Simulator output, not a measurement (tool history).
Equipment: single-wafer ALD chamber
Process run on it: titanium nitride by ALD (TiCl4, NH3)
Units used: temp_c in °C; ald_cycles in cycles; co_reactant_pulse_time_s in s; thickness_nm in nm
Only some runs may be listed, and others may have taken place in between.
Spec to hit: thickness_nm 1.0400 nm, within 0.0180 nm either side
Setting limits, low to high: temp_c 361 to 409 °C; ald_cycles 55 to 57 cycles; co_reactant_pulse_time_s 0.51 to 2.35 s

run	day	temp_c	ald_cycles	co_reactant_pulse_time_s	thickness_nm
1	0.000	385	55	1.43	1.1457
2	0.158	385	55	1.11	1.1156
3	0.404	383	55	1.04	1.1070
4	0.542	383	55	1.19	1.1108
5	0.704	383	57	1.19	1.1616
6	0.800	389	57	1.19	1.1867
7	0.908	387	57	1.14	1.1708
8	1.054	385	57	1.08	1.1404
9	1.404	383	57	1.07	1.1335
10	1.733	381	57	1.07	1.1394
11	1.858	380	57	1.05	1.1450
12	1.917	379	57	0.99	1.1131
13	2.162	378	57	0.99	1.1268
14	2.408	377	57	0.96	1.1058
15	2.717	376	57	0.96	1.1148
16	3.054	375	57	0.94	1.1016
17	3.258	374	57	0.94	1.0980

4 candidate next runs follow, results not yet known. Just one meets every target within its allowed miss. Identify it.
A	3.462	390	55	0.94	?
B	3.462	380	55	0.84	?
C	3.462	385	55	1.63	?
D	3.462	375	57	0.94	?

move	thickness_nm
A	1.0886
B	1.0397
C	1.1533
D	1.0947
A: nearer than the last run, and not there yet
B: every result lands within tolerance
C: lands further from the targets than the last run did
D: nearer than the last run, and not there yet
So the answer is move B, the one that meets all the targets.
